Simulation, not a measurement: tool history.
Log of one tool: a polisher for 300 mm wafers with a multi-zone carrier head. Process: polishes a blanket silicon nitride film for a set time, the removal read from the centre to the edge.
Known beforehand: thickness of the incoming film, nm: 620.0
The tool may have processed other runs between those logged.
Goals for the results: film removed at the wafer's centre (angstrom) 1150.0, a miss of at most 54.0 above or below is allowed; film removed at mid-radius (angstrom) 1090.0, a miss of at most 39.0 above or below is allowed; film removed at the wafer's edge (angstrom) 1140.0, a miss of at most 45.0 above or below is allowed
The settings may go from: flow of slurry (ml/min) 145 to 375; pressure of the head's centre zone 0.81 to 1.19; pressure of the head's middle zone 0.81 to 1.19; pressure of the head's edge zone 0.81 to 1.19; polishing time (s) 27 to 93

run  hour  flow of slurry (ml/min)  pressure of the head's centre zone  pressure of the head's middle zone  pressure of the head's edge zone  polishing time (s)  film removed at the wafer's centre (angstrom)  film removed at mid-radius (angstrom)  film removed at the wafer's edge (angstrom)
  1   0.0                      240                                1.00                                1.00                              1.00                  59                                         1222.2                                 1224.1                                       1261.2
  2   2.5                      240                                1.00                                1.06                              1.00                  59                                         1235.7                                 1296.9                                       1228.6
  3   5.7                      235                                1.00                                1.04                              0.99                  58                                         1210.0                                 1287.5                                       1209.7
  4  12.6                      235                                1.01                                1.03                              0.99                  57                                         1173.4                                 1258.9                                       1201.3
  5  18.4                      180                                1.01                                1.03                              0.99                  57                                         1183.2                                 1202.4                                       1164.1
  6  19.8                      180                                1.01                                1.02                              0.99                  57                                         1147.4                                 1196.6                                       1136.6
  7  25.8                      180                                1.02                                1.01                              0.99                  57                                         1141.1                                 1182.6                                       1152.5
  8  29.6                      180                                1.02                                1.01                              0.99                  57                                         1177.9                                 1177.0                                       1169.0
  9  31.6                      175                                1.02                                1.00                              0.99                  57                                         1162.7                                 1151.5                                       1156.2
     32.5  -- worn pad replaced by a new one
 10  32.5                      160                                1.03                                0.95                              0.99                  57                                         1249.7                                 1193.3                                       1261.1
 11  33.9                      160                                1.03                                0.95                              0.99                  56                                         1215.2                                 1186.7                                       1232.9
 12  37.7                      160                                1.04                                0.95                              1.00                  55                                         1231.1                                 1157.5                                       1208.3

Which of these 5 next moves meets every target?
  A  41.5                      155                                1.02                                0.86                              1.07                  54                                              ?                                      ?                                            ?
  B  41.5                      150                                0.94                                0.85                              1.05                  57                                              ?                                      ?                                            ?
  C  41.5                      175                                1.01                                0.93                              0.97                  53                                              ?                                      ?                                            ?
  D  41.5                      195                                0.94                                0.89                              0.99                  59                                              ?                                      ?                                            ?
  E  41.5                      145                                1.16                                0.98                              1.06                  52                                              ?                                      ?                                            ?

move  film removed at the wafer's centre (angstrom)  film removed at mid-radius (angstrom)  film removed at the wafer's edge (angstrom)
   A                                         1176.4                                 1032.5                                       1217.7
   B                                         1142.4                                 1074.1                                       1268.6
   C                                         1168.7                                 1101.8                                       1153.7
   D                                         1236.0                                 1200.9                                       1312.2
   E                                         1265.5                                 1095.6                                       1156.0
A: carries the result that was furthest off beyond its target, to the other side
B: puts the biggest miss on target and leaves a different result outside tolerance
C: meets every target
D: misses by more than the last run did
E: puts the biggest miss on target and leaves a different result outside tolerance
Go with C: it meets all targets.
